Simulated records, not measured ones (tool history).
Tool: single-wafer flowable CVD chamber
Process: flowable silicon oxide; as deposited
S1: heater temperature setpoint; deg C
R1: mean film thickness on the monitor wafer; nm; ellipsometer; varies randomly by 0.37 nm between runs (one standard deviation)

Run 1, hour 0: S1 95 deg C, chamber pressure (mTorr) 762, RF power (W) 2690, deposition time (s) 292. Result: R1 199.91 nm.
Run 2, hour 6.3: S1 98 deg C, chamber pressure (mTorr) 752, RF power (W) 2690, deposition time (s) 292. Result: R1 181.25 nm.
Run 3, hour 9.6: S1 98 deg C, chamber pressure (mTorr) 752, RF power (W) 2690, deposition time (s) 277. Result: R1 171.33 nm.
Run 4, hour 12.3: S1 101 deg C, chamber pressure (mTorr) 744, RF power (W) 2690, deposition time (s) 277. Result: R1 153.22 nm.
Run 5, hour 12.9: S1 101 deg C, chamber pressure (mTorr) 744, RF power (W) 2690, deposition time (s) 292. Result: R1 163.19 nm.
Run 6, hour 15.1: S1 101 deg C, chamber pressure (mTorr) 744, RF power (W) 2690, deposition time (s) 277. Result: R1 155.44 nm.

Run 7, settings as shown, results not yet in. Your forecast:
Run 7, hour 17.1: S1 103 deg C, chamber pressure (mTorr) 734, RF power (W) 2690, deposition time (s) 277. Result: R1 ?.

R1: 144.66 nm
